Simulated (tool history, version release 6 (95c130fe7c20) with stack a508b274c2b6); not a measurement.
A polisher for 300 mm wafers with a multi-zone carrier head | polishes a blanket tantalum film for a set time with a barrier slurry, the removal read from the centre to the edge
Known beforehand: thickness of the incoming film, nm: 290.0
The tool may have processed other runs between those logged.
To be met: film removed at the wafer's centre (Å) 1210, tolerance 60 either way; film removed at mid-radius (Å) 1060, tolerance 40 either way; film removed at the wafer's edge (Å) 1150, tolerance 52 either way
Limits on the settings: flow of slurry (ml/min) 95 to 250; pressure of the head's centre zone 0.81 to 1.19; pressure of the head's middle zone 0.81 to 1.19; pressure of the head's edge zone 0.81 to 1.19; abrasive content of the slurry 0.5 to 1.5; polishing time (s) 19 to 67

run,day,flow of slurry (ml/min),pressure of the head's centre zone,pressure of the head's middle zone,pressure of the head's edge zone,abrasive content of the slurry,polishing time (s),film removed at the wafer's centre (Å),film removed at mid-radius (Å),film removed at the wafer's edge (Å)
1,0,160,1,1,1,1,43,922.13,920.12,930.04
2,0.054,165,1.02,1,1.03,1.05,43,964.22,928.65,974.22
3,0.15,165,1.02,1,1.03,1.05,39,873.49,829.01,849.46
4,0.442,170,1.03,1.01,1.05,1.15,40,912.54,889.96,915.61
5,0.55,175,1.06,1.01,1.06,1.25,41,1002.5,942.52,974.67
6,0.804,180,1.07,1.01,1.08,1.3,41,1046.9,966.76,1014.1
7,0.842,220,1.12,1.03,1.18,1.4,41,1108.4,1024,1083.9
8,0.967,220,1.13,1.02,1.18,1.4,41,1137.2,988.22,1080.4

Exactly one of the 5 candidate moves below puts every result within its allowed miss. Which one?
A,1.092,185,0.9,0.96,1.19,1.45,45,?,?,?
B,1.092,210,1.14,1.03,1.19,1.45,43,?,?,?
C,1.092,180,1.19,0.95,1.17,1.45,40,?,?,?
D,1.092,250,1.19,0.95,1.12,1.15,41,?,?,?
E,1.092,240,1.19,1.05,1.07,1.5,40,?,?,?

move,film removed at the wafer's centre (Å),film removed at mid-radius (Å),film removed at the wafer's edge (Å)
A,978.6,1070.5,1195.2
B,1207.3,1090.8,1153.8
C,1148.1,939.86,1051.9
D,1158,943.9,1026.4
E,1201.3,1052,1044.2
A: the worst result of the last run now meets its target, but another is out of spec
B: meets every target
C: misses by more than the last run did
D: misses by more than the last run did
E: the worst result of the last run now meets its target, but another is out of spec
The move that meets every target is B.
